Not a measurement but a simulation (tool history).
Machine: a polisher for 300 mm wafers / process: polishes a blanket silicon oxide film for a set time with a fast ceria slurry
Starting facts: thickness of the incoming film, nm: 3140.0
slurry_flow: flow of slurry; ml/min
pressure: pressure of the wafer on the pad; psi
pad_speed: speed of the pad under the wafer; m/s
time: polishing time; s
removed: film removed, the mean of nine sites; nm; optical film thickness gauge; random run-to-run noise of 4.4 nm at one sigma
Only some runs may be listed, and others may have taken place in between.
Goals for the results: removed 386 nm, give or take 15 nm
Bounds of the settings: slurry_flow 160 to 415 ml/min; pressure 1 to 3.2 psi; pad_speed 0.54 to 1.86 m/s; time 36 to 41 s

run	hour	slurry_flow	pressure	pad_speed	time	removed
1	0	265	2.1	1.18	41	671.6
2	7.4	265	1.7	1.18	41	572.9
3	8.5	320	1.7	1.18	41	575.46
4	14.2	320	1.5	1.14	41	502.71
5	14.9	290	1.5	1.14	41	498.95
6	21.8	290	1.4	1.14	41	471.39
7	26.3	290	1.3	1.14	41	439.91
8	29.4	285	1.2	1.14	41	414.09
9	29.9	280	1.2	1.14	41	411.19
10	32.2	275	1.2	1.14	41	405.2
11	34.6	270	1.2	1.14	41	410.31

Consider the 5 candidate settings below. Which is the only one whose results all fall within their allowed miss of target?
A	37	335	1.8	0.88	36	?
B	37	245	1.3	1.2	38	?
C	37	290	1.1	1.22	39	?
D	37	225	1.1	1.32	41	?
E	37	215	1.2	1.3	39	?

move	removed
A	422.72
B	418.63
C	384.56
D	421.71
E	423.73
A: further off than the last run
B: further off than the last run
C: in spec on every target
D: further off than the last run
E: further off than the last run
Answer: C
